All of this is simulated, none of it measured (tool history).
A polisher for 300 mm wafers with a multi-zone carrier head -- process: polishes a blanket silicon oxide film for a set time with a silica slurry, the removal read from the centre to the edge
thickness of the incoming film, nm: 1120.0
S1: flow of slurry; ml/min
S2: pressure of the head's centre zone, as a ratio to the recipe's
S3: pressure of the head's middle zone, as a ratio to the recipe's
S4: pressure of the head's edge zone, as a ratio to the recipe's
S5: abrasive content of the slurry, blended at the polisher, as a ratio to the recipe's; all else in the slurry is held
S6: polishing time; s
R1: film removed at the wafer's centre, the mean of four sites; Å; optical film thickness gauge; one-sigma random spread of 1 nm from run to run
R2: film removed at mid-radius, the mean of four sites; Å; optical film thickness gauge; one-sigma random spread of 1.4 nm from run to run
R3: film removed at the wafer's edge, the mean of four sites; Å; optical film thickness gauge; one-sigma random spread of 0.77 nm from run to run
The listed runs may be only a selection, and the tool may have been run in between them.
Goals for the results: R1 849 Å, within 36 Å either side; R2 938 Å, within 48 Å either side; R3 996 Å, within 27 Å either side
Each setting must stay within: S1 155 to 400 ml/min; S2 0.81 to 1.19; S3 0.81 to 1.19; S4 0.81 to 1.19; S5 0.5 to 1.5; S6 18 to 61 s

run	hour	S1	S2	S3	S4	S5	S6	R1	R2	R3
1	0	255	1	1	1	1	39	1723.3	1774.2	1815.6
2	4.3	255	1	1	1	0.9	39	1653	1688.1	1762.7
3	8.1	250	0.98	1	0.98	0.85	36	1496.1	1560.8	1598.5
4	11.4	290	0.98	1	0.98	0.85	36	1494.8	1511.1	1609.5
5	16.4	290	0.98	1	0.98	0.85	30	1275	1315.2	1339.1
6	24.1	290	0.96	0.99	0.97	0.8	29	1144.7	1246.5	1244.1
7	27	295	0.95	0.97	0.96	0.75	29	1134.7	1201.4	1217.6
8	35.5	300	0.93	0.95	0.96	0.7	29	1075.4	1119.1	1197
9	40.2	300	0.91	0.94	0.94	0.65	29	1043.3	1101.8	1151.1
10	42.5	300	0.91	0.94	0.94	0.65	29	1035	1069.3	1147.5
11	44.8	300	0.89	0.94	0.93	0.6	29	967.82	1044.5	1107.4
12	46.6	300	0.88	0.93	0.91	0.6	29	964.55	1064.4	1107.7
13	50.5	300	0.88	0.93	0.91	0.6	29	943.99	1057.7	1112.3
14	55	300	0.88	0.93	0.91	0.6	29	966.51	1041.6	1111.2
15	61.9	300	0.87	0.93	0.9	0.6	29	962.78	1045.6	1099
16	63.7	300	0.87	0.93	0.9	0.6	29	958.57	1076.5	1097.6
17	64.5	260	0.81	0.83	0.81	0.5	29	799.97	875.25	971.91

Which single option among these 4 for the next run brings every result within its allowed miss of target? Just one does.
A	65.3	275	0.83	0.88	0.83	0.5	29	?	?	?
B	65.3	310	0.81	0.93	0.83	0.55	29	?	?	?
C	65.3	285	0.88	0.94	0.81	0.5	27	?	?	?
D	65.3	280	0.82	1.05	0.81	0.7	26	?	?	?

move	R1	R2	R3
A	855.92	908.42	997.85
B	876.28	996.41	1041.4
C	849.45	896.81	922.36
D	857.35	1066.8	998.13
A: hits every target within its allowed miss
B: gets the furthest-off result to its target, but another result is out of tolerance
C: gets the furthest-off result to its target, but another result is out of tolerance
D: gets the furthest-off result to its target, but another result is out of tolerance
Move A is the one to make.
